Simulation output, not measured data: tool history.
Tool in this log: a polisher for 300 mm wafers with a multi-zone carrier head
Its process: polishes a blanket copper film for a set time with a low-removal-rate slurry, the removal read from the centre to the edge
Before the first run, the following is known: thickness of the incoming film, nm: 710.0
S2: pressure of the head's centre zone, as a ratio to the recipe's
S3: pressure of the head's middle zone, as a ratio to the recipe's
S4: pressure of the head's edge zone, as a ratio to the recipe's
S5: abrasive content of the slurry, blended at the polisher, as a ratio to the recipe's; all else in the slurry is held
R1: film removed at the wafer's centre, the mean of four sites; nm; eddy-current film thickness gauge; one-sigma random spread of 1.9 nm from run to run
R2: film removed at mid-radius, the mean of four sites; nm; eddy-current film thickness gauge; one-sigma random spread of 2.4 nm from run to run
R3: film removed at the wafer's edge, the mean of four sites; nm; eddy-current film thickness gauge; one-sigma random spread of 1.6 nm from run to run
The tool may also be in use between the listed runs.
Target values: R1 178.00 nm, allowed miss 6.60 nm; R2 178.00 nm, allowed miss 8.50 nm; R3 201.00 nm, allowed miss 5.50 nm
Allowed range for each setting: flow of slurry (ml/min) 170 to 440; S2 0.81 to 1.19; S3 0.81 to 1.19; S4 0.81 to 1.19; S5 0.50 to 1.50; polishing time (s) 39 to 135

run 1 day=0.000 | flow_of_slurry_(ml/min)=280 S2=1.00 S3=1.00 S4=1.00 S5=1.00 polishing_time_(s)=87 | R1=278.31 R2=274.94 R3=278.37
run 2 day=0.104 | flow_of_slurry_(ml/min)=245 S2=1.00 S3=1.00 S4=1.00 S5=1.00 polishing_time_(s)=87 | R1=272.93 R2=282.71 R3=283.26
run 3 day=0.346 | flow_of_slurry_(ml/min)=290 S2=1.00 S3=1.00 S4=1.00 S5=1.00 polishing_time_(s)=87 | R1=278.61 R2=275.97 R3=281.21
run 4 day=0.658 | flow_of_slurry_(ml/min)=290 S2=1.00 S3=1.00 S4=1.00 S5=1.15 polishing_time_(s)=87 | R1=284.56 R2=287.78 R3=297.52
run 5 day=1.012 | flow_of_slurry_(ml/min)=290 S2=0.95 S3=0.96 S4=1.01 S5=1.00 polishing_time_(s)=82 | R1=244.59 R2=256.46 R3=270.07
run 6 day=1.375 | flow_of_slurry_(ml/min)=290 S2=0.95 S3=0.92 S4=1.01 S5=1.00 polishing_time_(s)=82 | R1=245.70 R2=246.04 R3=272.95
run 7 day=1.621 | flow_of_slurry_(ml/min)=290 S2=0.95 S3=0.92 S4=1.01 S5=1.00 polishing_time_(s)=82 | R1=248.11 R2=250.19 R3=270.74
run 8 day=1.996 | flow_of_slurry_(ml/min)=295 S2=0.93 S3=0.89 S4=1.01 S5=0.85 polishing_time_(s)=78 | R1=218.28 R2=216.43 R3=243.28
run 9 day=2.329 | flow_of_slurry_(ml/min)=295 S2=0.91 S3=0.88 S4=0.99 S5=0.75 polishing_time_(s)=78 | R1=210.22 R2=207.25 R3=234.94
run 10 day=2.417 | flow_of_slurry_(ml/min)=295 S2=0.89 S3=0.87 S4=0.96 S5=0.70 polishing_time_(s)=77 | R1=196.97 R2=199.23 R3=224.94
run 11 day=2.567 | flow_of_slurry_(ml/min)=290 S2=0.88 S3=0.86 S4=0.93 S5=0.65 polishing_time_(s)=77 | R1=190.45 R2=196.62 R3=215.74
-- day=2.733 edge zone pressure recalibrated
run 12 day=2.733 | flow_of_slurry_(ml/min)=285 S2=0.88 S3=0.85 S4=0.92 S5=0.60 polishing_time_(s)=77 | R1=184.42 R2=189.70 R3=201.96
run 13 day=2.988 | flow_of_slurry_(ml/min)=285 S2=0.88 S3=0.84 S4=0.93 S5=0.60 polishing_time_(s)=77 | R1=185.43 R2=183.35 R3=204.77

Consider the 5 candidate settings below. Which is the only one whose results all fall within their allowed miss of target?
run A day=3.242 | flow_of_slurry_(ml/min)=285 S2=0.95 S3=0.95 S4=0.90 S5=0.50 polishing_time_(s)=78 | R1=? R2=? R3=?
run B day=3.242 | flow_of_slurry_(ml/min)=295 S2=0.86 S3=0.82 S4=0.94 S5=0.55 polishing_time_(s)=77 | R1=? R2=? R3=?
run C day=3.242 | flow_of_slurry_(ml/min)=270 S2=0.90 S3=0.95 S4=1.03 S5=0.85 polishing_time_(s)=66 | R1=? R2=? R3=?
run D day=3.242 | flow_of_slurry_(ml/min)=300 S2=0.94 S3=0.84 S4=0.94 S5=0.55 polishing_time_(s)=81 | R1=? R2=? R3=?
run E day=3.242 | flow_of_slurry_(ml/min)=285 S2=0.82 S3=0.87 S4=0.85 S5=0.60 polishing_time_(s)=79 | R1=? R2=? R3=?

move=A R1=192.53 R2=195.91 R3=194.45
move=B R1=177.36 R2=176.85 R3=202.41
move=C R1=178.79 R2=192.23 R3=203.60
move=D R1=204.42 R2=189.92 R3=213.09
move=E R1=177.46 R2=194.96 R3=202.93
A: moves away from the targets compared with the last run
B: in spec on every target
C: puts the biggest miss on target and leaves a different result outside tolerance
D: moves away from the targets compared with the last run
E: puts the biggest miss on target and leaves a different result outside tolerance
Answer: B
